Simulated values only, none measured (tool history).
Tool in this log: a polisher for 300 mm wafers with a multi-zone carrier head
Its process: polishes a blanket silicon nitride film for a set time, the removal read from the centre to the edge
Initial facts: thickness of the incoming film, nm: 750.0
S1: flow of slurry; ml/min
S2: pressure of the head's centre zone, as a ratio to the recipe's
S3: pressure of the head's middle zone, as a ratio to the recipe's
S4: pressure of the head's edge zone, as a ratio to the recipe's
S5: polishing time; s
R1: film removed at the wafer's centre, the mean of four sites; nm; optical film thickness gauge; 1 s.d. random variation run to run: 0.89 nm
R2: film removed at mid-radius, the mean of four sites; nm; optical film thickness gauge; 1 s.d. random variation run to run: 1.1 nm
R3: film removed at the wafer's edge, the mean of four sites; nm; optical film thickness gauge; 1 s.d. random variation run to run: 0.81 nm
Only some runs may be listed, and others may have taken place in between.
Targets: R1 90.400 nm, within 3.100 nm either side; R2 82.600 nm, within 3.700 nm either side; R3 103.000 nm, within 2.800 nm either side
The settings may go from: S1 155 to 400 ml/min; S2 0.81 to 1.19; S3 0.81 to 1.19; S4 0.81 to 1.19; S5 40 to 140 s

run,hour,S1,S2,S3,S4,S5,R1,R2,R3
1,0.0,255,1.00,1.00,1.00,90,128.470,125.360,128.880
2,1.6,245,0.98,0.97,1.00,87,123.320,120.010,122.080
3,7.6,245,0.98,0.97,0.93,87,121.710,117.820,119.090
4,12.2,220,0.98,0.97,0.93,87,118.740,116.860,116.020
5,16.7,220,0.98,0.97,1.00,87,119.480,118.580,120.780
6,20.0,245,0.96,0.94,1.03,82,114.170,111.170,118.180
7,22.7,260,0.95,0.92,1.05,78,109.370,103.610,113.040
8,26.1,270,0.93,0.90,1.07,76,104.950,97.329,111.230
9,29.8,275,0.91,0.89,1.07,75,102.820,95.589,111.310
10,30.6,275,0.90,0.88,1.06,74,99.147,95.102,107.680
11,37.4,275,0.90,0.88,1.06,74,99.729,94.614,107.040
12,40.7,275,0.89,0.87,1.07,73,97.068,90.273,107.330

Exactly one of the 4 candidate moves below puts every result within its allowed miss. Which one?
A,44.0,250,0.88,1.04,1.10,68,?,?,?
B,44.0,350,0.99,0.89,1.06,70,?,?,?
C,44.0,290,0.92,0.88,1.06,76,?,?,?
D,44.0,280,0.86,0.81,1.09,69,?,?,?

move,R1,R2,R3
A,87.880,97.922,99.837
B,102.810,91.650,103.900
C,103.430,96.817,111.240
D,88.856,81.818,102.210
A: the worst result of the last run now meets its target, but another is out of spec
B: further off than the last run
C: further off than the last run
D: in spec on every target
Move D is the one to make.
